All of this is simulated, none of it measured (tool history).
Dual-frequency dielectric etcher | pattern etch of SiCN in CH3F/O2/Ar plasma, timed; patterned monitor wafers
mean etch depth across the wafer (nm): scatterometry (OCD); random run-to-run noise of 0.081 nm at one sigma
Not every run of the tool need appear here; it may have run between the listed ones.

run  hour  source power (W)  bias power (W)  etch time (s)  mean etch depth across the wafer (nm)
  1     0               510              68           65.5                                 25.747
  2   0.7               510              68           68.5                                  26.84
  3   5.3               510              68           65.5                                 25.622
  4   6.7               430              68           65.5                                 23.589
  5  13.7               480              68           65.5                                 24.851
  6  14.8               480              62           65.5                                 24.014
  7  21.4               520              62           65.5                                 25.015
  8  28.4               550              62           65.5                                 25.815
  9  30.4               550              62           65.5                                 25.792

The next listed run, before its measurement:
 10  37.6               570              62           65.5                                      ?

Logged for run 10: mean etch depth across the wafer (nm) 26.291.
